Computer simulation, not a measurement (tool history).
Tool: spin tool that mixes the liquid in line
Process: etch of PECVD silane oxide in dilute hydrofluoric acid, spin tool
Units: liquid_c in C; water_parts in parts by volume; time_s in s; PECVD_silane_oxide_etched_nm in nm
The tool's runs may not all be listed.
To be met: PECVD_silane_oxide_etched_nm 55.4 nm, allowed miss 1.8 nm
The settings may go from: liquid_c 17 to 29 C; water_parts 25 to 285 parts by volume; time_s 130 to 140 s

{"run": 1, "hour": 0.0, "liquid_c": 21, "water_parts": 155, "time_s": 130, "PECVD_silane_oxide_etched_nm": 29.585}
{"run": 2, "hour": 8.0, "liquid_c": 22, "water_parts": 150, "time_s": 130, "PECVD_silane_oxide_etched_nm": 32.159}
{"run": 3, "hour": 14.5, "liquid_c": 20, "water_parts": 150, "time_s": 130, "PECVD_silane_oxide_etched_nm": 29.736}
{"run": 4, "hour": 19.6, "liquid_c": 21, "water_parts": 145, "time_s": 130, "PECVD_silane_oxide_etched_nm": 32.574}
{"run": 5, "hour": 21.6, "liquid_c": 22, "water_parts": 140, "time_s": 130, "PECVD_silane_oxide_etched_nm": 34.91}
{"run": 6, "hour": 23.4, "liquid_c": 19, "water_parts": 140, "time_s": 130, "PECVD_silane_oxide_etched_nm": 31.032}
{"run": 7, "hour": 32.2, "liquid_c": 20.5, "water_parts": 135, "time_s": 130, "PECVD_silane_oxide_etched_nm": 33.954}
{"run": 8, "hour": 39.1, "liquid_c": 21.5, "water_parts": 130, "time_s": 130, "PECVD_silane_oxide_etched_nm": 37.674}
{"run": 9, "hour": 44.6, "liquid_c": 22.5, "water_parts": 130, "time_s": 130, "PECVD_silane_oxide_etched_nm": 39.141}

Which of these 4 next moves meets every target?
{"run": "A", "hour": 50.1, "liquid_c": 26.5, "water_parts": 100, "time_s": 140, "PECVD_silane_oxide_etched_nm": "?"}
{"run": "B", "hour": 50.1, "liquid_c": 23, "water_parts": 165, "time_s": 130, "PECVD_silane_oxide_etched_nm": "?"}
{"run": "C", "hour": 50.1, "liquid_c": 21, "water_parts": 95, "time_s": 140, "PECVD_silane_oxide_etched_nm": "?"}
{"run": "D", "hour": 50.1, "liquid_c": 17, "water_parts": 65, "time_s": 140, "PECVD_silane_oxide_etched_nm": "?"}

move=A PECVD_silane_oxide_etched_nm=65.054
move=B PECVD_silane_oxide_etched_nm=29.613
move=C PECVD_silane_oxide_etched_nm=55.36
move=D PECVD_silane_oxide_etched_nm=70.753
A: takes the result that was furthest off past its target
B: further off than the last run
C: meets every target
D: takes the result that was furthest off past its target
Move C is the one to make.
